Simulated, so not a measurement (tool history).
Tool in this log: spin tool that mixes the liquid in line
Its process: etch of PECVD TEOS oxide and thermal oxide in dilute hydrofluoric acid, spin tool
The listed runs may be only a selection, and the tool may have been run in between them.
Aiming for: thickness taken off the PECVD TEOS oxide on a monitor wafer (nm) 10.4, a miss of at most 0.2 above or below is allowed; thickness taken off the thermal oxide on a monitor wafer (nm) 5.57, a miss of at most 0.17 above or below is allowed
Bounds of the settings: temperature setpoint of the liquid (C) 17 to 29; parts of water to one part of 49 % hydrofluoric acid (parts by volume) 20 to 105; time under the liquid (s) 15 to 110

run,hour,temperature setpoint of the liquid (C),parts of water to one part of 49 % hydrofluoric acid (parts by volume),time under the liquid (s),thickness taken off the PECVD TEOS oxide on a monitor wafer (nm),thickness taken off the thermal oxide on a monitor wafer (nm)
1,0,21,55,55,7.4609,3.9706
2,8.2,22.5,55,55,7.9068,4.1623
3,13.5,22.5,55,45,6.4727,3.4703
4,22.4,24,55,45,6.9285,3.6835
5,25.5,21,55,45,6.1278,3.2262
6,29,24,55,45,6.9064,3.6927
7,36.5,25,55,45,7.2019,3.8623
8,39.3,26,55,45,7.5046,4.0144
# hour 44.2: hydrofluoric acid flow meter replaced
9,44.2,26.5,55,45,8.5393,4.6011
10,47.1,27,55,45,8.8237,4.679
11,53.3,27.5,55,45,8.9423,4.7713

4 candidate next runs follow, results not yet known. Just one meets every target within its allowed miss. Identify it.
A,59.5,26.5,60,60,?,?
B,59.5,29,80,70,?,?
C,59.5,27.5,70,65,?,?
D,59.5,27.5,65,60,?,?

move,thickness taken off the PECVD TEOS oxide on a monitor wafer (nm),thickness taken off the thermal oxide on a monitor wafer (nm)
A,10.413,5.6238
B,9.7716,5.2774
C,9.9211,5.3582
D,9.932,5.364
A: meets every target
B: nearer the targets than the last run, but a result is still out of spec
C: nearer the targets than the last run, but a result is still out of spec
D: nearer the targets than the last run, but a result is still out of spec
A meets every target.
